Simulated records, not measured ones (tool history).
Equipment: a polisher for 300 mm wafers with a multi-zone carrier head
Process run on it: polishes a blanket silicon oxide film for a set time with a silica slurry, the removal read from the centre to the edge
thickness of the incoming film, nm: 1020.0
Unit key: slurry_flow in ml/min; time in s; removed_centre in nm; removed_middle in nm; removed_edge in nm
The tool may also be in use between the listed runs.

run,day,slurry_flow,centre_zone,middle_zone,edge_zone,slurry_solids,time,removed_centre,removed_middle,removed_edge
1,0,175,1,1,1,1,83,324.62,327.86,334.15
2,0.362,175,1,0.92,1,1,83,320.65,312.9,334.22
3,0.55,160,0.94,0.93,0.99,0.85,83,283.67,287.78,310.17
4,0.858,155,0.9,0.98,1.02,0.75,81,257.69,279.44,295.17
5,0.933,135,0.9,0.98,1.02,0.75,81,249.03,272.17,286.89
6,1.225,125,0.87,1,1.03,0.7,80,228.7,257.01,275.2

Predict the results of run 7:
7,1.267,120,0.85,1.02,1.03,0.65,80,?,?,?

Run 7 gave removed_centre 212.64 nm, removed_middle 251.88 nm, removed_edge 258.14 nm.
